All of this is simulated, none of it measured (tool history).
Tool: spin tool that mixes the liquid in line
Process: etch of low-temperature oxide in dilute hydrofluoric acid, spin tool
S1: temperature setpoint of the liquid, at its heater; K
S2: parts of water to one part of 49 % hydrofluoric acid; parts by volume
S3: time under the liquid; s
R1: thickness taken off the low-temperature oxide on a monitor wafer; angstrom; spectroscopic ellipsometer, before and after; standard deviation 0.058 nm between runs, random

Run 1, hour 0: S1 298.15 K, S2 230 parts by volume, S3 215 s. Result: R1 122.7 angstrom.
Run 2, hour 7: S1 298.15 K, S2 295 parts by volume, S3 215 s. Result: R1 89.367 angstrom.
Run 3, hour 8.4: S1 298.15 K, S2 215 parts by volume, S3 215 s. Result: R1 133.17 angstrom.
Run 4, hour 14.8: S1 301.65 K, S2 215 parts by volume, S3 215 s. Result: R1 150.84 angstrom.
Run 5, hour 18.9: S1 298.15 K, S2 235 parts by volume, S3 215 s. Result: R1 119.42 angstrom.
Run 6, hour 27.8: S1 301.65 K, S2 235 parts by volume, S3 215 s. Result: R1 133.81 angstrom.
Run 7, hour 29: S1 298.15 K, S2 250 parts by volume, S3 215 s. Result: R1 109.69 angstrom.

Predict the results of run 8:
Run 8, hour 36.5: S1 295.65 K, S2 255 parts by volume, S3 215 s. Result: R1 ?.

R1: 98.479 angstrom
